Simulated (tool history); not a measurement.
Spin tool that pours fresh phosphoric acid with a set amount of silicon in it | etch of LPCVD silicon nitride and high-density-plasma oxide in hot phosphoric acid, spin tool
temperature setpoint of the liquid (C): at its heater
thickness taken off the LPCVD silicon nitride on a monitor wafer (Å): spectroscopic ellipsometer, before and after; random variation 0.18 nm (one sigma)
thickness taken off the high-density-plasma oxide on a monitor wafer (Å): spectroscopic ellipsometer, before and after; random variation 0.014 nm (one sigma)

run  hour  temperature setpoint of the liquid (C)  silicon dissolved in the acid as it is poured (mg a litre)  time under the liquid (s)  thickness taken off the LPCVD silicon nitride on a monitor wafer (Å)  thickness taken off the high-density-plasma oxide on a monitor wafer (Å)
  1   0.0                                   161.0                                                        22.5                        180                                                               141.250                                                                    4.4163
  2   5.2                                   161.0                                                        22.5                        115                                                                90.752                                                                    2.8058
  3  13.7                                   161.0                                                        22.5                        145                                                               112.850                                                                    3.3587
  4  20.5                                   161.5                                                        26.0                        155                                                               121.130                                                                    3.5622
  5  24.8                                   160.5                                                        26.0                        155                                                               118.870                                                                    2.8561
  6  32.4                                   161.5                                                        26.0                        155                                                               121.690                                                                    3.4728
  7  38.5                                   161.5                                                        29.0                        165                                                               132.900                                                                    3.3903
  8  45.7                                   162.0                                                        32.0                        170                                                               134.950                                                                    2.9314

Run 9 comes next. What will it give?
  9  47.7                                   162.0                                                        33.5                        175                                                                     ?                                                                         ?

{"run 9": {"thickness taken off the LPCVD silicon nitride on a monitor wafer (Å)": 141.29, "thickness taken off the high-density-plasma oxide on a monitor wafer (Å)": 3.139}}
